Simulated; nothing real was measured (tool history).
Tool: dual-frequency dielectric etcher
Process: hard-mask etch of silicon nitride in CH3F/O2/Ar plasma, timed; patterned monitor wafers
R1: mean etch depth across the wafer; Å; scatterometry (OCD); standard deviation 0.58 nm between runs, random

run 1 hour=0.0 | source_power_(kW)=0.400 bias_power_(kW)=0.076 etch_time_(s)=200.0 | R1=1521.6
run 2 hour=1.7 | source_power_(kW)=0.430 bias_power_(kW)=0.078 etch_time_(s)=200.5 | R1=1583.0
run 3 hour=4.2 | source_power_(kW)=0.450 bias_power_(kW)=0.080 etch_time_(s)=201.0 | R1=1639.7
run 4 hour=10.4 | source_power_(kW)=0.450 bias_power_(kW)=0.086 etch_time_(s)=201.0 | R1=1687.5
run 5 hour=15.0 | source_power_(kW)=0.460 bias_power_(kW)=0.087 etch_time_(s)=201.0 | R1=1718.7
run 6 hour=22.3 | source_power_(kW)=0.460 bias_power_(kW)=0.079 etch_time_(s)=201.0 | R1=1637.4

What will run 7 give?
run 7 hour=27.0 | source_power_(kW)=0.470 bias_power_(kW)=0.080 etch_time_(s)=201.0 | R1=?

{"run 7": {"R1": 1649.2}}

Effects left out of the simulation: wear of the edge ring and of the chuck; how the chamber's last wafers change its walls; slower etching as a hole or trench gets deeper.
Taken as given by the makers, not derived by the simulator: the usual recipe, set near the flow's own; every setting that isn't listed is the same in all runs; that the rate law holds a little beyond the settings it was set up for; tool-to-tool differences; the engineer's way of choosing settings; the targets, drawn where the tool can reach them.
